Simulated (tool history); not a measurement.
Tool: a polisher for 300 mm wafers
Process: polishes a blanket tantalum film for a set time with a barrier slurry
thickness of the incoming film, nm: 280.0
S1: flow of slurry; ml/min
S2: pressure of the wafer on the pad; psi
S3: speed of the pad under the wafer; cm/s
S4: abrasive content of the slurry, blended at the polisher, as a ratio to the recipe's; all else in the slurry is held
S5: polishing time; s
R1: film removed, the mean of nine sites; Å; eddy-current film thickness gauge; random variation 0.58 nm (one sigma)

run    day   S1   S2   S3  S4  S5      R1
  1      0  305  2.1  114   1  60  1185.4
  2  0.254  305  1.9  114   1  60    1069
  3  0.412  305  1.7  114   1  60  967.93
  4  0.521  305  1.6  114   1  60  911.02
  5  0.546  305  1.6  138   1  60  1095.3
  6  0.896  305  1.4  136   1  60  949.48

The next listed run, before its measurement:
  7  1.208  305  1.3  136   1  60   ?

R1: 891.75 Å

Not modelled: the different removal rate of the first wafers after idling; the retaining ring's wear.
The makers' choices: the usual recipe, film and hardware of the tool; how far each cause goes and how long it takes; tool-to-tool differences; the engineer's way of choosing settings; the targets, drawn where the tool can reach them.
